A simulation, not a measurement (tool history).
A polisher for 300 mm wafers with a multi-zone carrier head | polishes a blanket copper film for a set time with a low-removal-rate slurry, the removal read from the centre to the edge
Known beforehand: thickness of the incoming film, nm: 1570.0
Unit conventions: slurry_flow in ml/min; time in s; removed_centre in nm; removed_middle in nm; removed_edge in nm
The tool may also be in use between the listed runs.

run 1 hour=0.0 | slurry_flow=315 centre_zone=1.00 middle_zone=1.00 edge_zone=1.00 slurry_solids=1.00 time=77 | removed_centre=164.770 removed_middle=157.660 removed_edge=164.430
run 2 hour=3.1 | slurry_flow=315 centre_zone=0.98 middle_zone=0.99 edge_zone=0.96 slurry_solids=0.85 time=69 | removed_centre=140.950 removed_middle=141.220 removed_edge=136.700
run 3 hour=7.5 | slurry_flow=305 centre_zone=0.96 middle_zone=0.95 edge_zone=0.95 slurry_solids=0.75 time=64 | removed_centre=128.610 removed_middle=122.320 removed_edge=125.320
run 4 hour=15.3 | slurry_flow=245 centre_zone=0.96 middle_zone=0.95 edge_zone=0.95 slurry_solids=0.75 time=64 | removed_centre=124.440 removed_middle=120.310 removed_edge=124.840
run 5 hour=19.3 | slurry_flow=260 centre_zone=0.94 middle_zone=0.94 edge_zone=0.93 slurry_solids=0.70 time=60 | removed_centre=114.390 removed_middle=112.850 removed_edge=112.870
run 6 hour=23.0 | slurry_flow=260 centre_zone=0.91 middle_zone=0.91 edge_zone=0.91 slurry_solids=0.65 time=59 | removed_centre=108.230 removed_middle=107.160 removed_edge=109.290
run 7 hour=27.3 | slurry_flow=270 centre_zone=0.90 middle_zone=0.90 edge_zone=0.89 slurry_solids=0.60 time=57 | removed_centre=103.860 removed_middle=103.660 removed_edge=105.230
run 8 hour=30.3 | slurry_flow=270 centre_zone=0.90 middle_zone=0.89 edge_zone=0.87 slurry_solids=0.55 time=55 | removed_centre=100.990 removed_middle=100.380 removed_edge=101.910
run 9 hour=36.0 | slurry_flow=270 centre_zone=0.90 middle_zone=0.89 edge_zone=0.86 slurry_solids=0.55 time=54 | removed_centre=99.051 removed_middle=96.305 removed_edge=99.480

Run 10 is up next; what results do you expect?
run 10 hour=39.3 | slurry_flow=265 centre_zone=0.90 middle_zone=0.90 edge_zone=0.85 slurry_solids=0.55 time=53 | removed_centre=? removed_middle=? removed_edge=?

{"run 10": {"removed_centre": 97.549, "removed_middle": 93.412, "removed_edge": 95.359}}

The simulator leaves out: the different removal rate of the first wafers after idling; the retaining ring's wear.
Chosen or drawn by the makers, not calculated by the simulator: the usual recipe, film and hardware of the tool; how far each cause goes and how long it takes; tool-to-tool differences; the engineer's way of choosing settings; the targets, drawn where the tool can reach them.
